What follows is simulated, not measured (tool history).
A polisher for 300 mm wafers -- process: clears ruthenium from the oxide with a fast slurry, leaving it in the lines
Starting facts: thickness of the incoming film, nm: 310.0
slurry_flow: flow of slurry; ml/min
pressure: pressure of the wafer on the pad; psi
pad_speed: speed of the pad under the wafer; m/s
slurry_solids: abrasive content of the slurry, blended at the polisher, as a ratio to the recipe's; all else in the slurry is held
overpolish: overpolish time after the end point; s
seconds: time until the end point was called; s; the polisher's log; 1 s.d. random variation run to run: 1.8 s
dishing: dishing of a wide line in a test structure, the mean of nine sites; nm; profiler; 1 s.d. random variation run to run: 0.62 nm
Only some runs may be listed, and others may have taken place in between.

run	day	slurry_flow	pressure	pad_speed	slurry_solids	overpolish	seconds	dishing
1	0.000	210	2.5	1.24	1.0	22	52.784	81.061
2	0.138	210	2.3	1.18	1.0	20	60.920	69.464
3	0.300	210	2.3	1.18	1.0	24	62.783	76.105
4	0.654	210	2.3	0.92	1.0	24	77.991	66.293
5	0.762	210	2.3	0.80	1.0	24	89.058	57.285
6	1.083	210	2.2	0.78	1.0	22	96.817	53.712

Run 7, settings as shown, results not yet in. Your forecast:
7	1.283	210	2.2	0.78	1.0	19	?	?

Run 7 gave seconds 91.068 s, dishing 48.478 nm.
